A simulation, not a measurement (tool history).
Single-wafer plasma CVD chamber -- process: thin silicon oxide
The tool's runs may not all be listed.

run,hour,heater temperature setpoint (°C),chamber pressure (Pa),RF power (W),deposition time (s),mean film thickness on the monitor wafer (Å)
1,0,405,88.9,355,10.02,158.67
2,3.7,396,88.9,355,10.02,159.29
3,10.9,396,89.2,355,10.02,160.21
4,12.5,396,74,355,10.02,135.81
5,17.8,396,74,355,10.33,141.08
6,23.4,396,75.5,355,10.33,141.76

Run 7 comes next. What will it give?
7,25,396,76.9,355,10.33,?

{"run 7": {"mean film thickness on the monitor wafer (Å)": 145.06}}
